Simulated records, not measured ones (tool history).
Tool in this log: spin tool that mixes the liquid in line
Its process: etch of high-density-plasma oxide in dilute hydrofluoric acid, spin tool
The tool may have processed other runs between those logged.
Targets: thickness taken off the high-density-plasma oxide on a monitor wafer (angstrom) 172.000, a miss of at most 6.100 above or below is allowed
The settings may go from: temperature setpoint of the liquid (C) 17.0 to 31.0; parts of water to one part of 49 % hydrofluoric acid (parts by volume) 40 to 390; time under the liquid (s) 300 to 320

run  hour  temperature setpoint of the liquid (C)  parts of water to one part of 49 % hydrofluoric acid (parts by volume)  time under the liquid (s)  thickness taken off the high-density-plasma oxide on a monitor wafer (angstrom)
  1   0.0                                    23.0                                                                     215                        300                                                                           59.699
  2   3.5                                    23.0                                                                     170                        300                                                                           82.225
  3   7.7                                    24.5                                                                     155                        300                                                                           97.089
  4  14.4                                    24.5                                                                     155                        300                                                                           95.914
  5  19.5                                    25.5                                                                     145                        300                                                                          108.610
  6  24.3                                    27.0                                                                     145                        300                                                                          115.960
  7  27.4                                    27.5                                                                     140                        300                                                                          119.520
  8  29.4                                    28.0                                                                     135                        300                                                                          129.680
  9  35.8                                    28.5                                                                     130                        300                                                                          136.300
 10  40.7                                    29.0                                                                     125                        300                                                                          147.100
 11  43.0                                    29.5                                                                     125                        300                                                                          147.560

Which of these 4 next moves meets every target?
  A  45.3                                    28.0                                                                     110                        315                                                                                ?
  B  45.3                                    28.5                                                                     135                        300                                                                                ?
  C  45.3                                    30.5                                                                     140                        310                                                                                ?
  D  45.3                                    29.5                                                                     110                        320                                                                                ?

move  thickness taken off the high-density-plasma oxide on a monitor wafer (angstrom)
   A                                                                          173.290
   B                                                                          132.600
   C                                                                          141.200
   D                                                                          186.260
A: meets every target
B: lands further from the targets than the last run did
C: lands further from the targets than the last run did
D: carries the result that was furthest off beyond its target, to the other side
A meets every target.

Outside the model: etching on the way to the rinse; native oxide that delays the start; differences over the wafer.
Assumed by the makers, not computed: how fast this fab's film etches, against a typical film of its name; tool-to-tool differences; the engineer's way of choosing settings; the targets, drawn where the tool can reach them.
